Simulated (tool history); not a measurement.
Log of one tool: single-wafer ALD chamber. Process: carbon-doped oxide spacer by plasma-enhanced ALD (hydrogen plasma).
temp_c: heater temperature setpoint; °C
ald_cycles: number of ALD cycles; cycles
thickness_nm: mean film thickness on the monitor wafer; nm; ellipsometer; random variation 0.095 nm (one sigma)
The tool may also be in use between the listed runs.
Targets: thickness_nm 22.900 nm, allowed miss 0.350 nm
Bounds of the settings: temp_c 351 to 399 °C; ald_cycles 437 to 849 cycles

run,hour,temp_c,ald_cycles,thickness_nm
1,0.0,375,643,29.309
2,7.0,379,643,29.369
3,13.9,379,595,27.279
4,15.5,379,561,25.826
5,21.0,383,561,25.576
6,29.2,384,541,24.702
7,30.9,384,484,22.099
8,37.8,384,490,22.487
9,42.1,384,493,22.630

4 next moves are on the table. One of them brings every result within its allowed miss. Which?
A,46.4,385,484,?
B,46.4,388,475,?
C,46.4,378,484,?
D,46.4,384,502,?

move,thickness_nm
A,22.113
B,21.702
C,22.113
D,22.935
A: further off than the last run
B: further off than the last run
C: further off than the last run
D: meets every target
Answer: D
